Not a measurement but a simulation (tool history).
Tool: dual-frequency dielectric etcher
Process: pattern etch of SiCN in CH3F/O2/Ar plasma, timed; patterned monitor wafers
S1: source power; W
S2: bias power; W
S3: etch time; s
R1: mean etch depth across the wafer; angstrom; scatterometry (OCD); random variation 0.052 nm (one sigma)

run	hour	S1	S2	S3	R1
1	0.0	330	96	49.0	175.29
2	8.4	360	96	49.0	181.46
3	15.8	340	95	49.0	176.77
4	24.0	340	81	49.0	171.15
5	29.2	340	87	49.0	174.08
6	33.9	330	86	49.0	171.64

The next listed run, before its measurement:
7	35.7	320	85	49.0	?

Run 7 gave R1 167.71 angstrom.

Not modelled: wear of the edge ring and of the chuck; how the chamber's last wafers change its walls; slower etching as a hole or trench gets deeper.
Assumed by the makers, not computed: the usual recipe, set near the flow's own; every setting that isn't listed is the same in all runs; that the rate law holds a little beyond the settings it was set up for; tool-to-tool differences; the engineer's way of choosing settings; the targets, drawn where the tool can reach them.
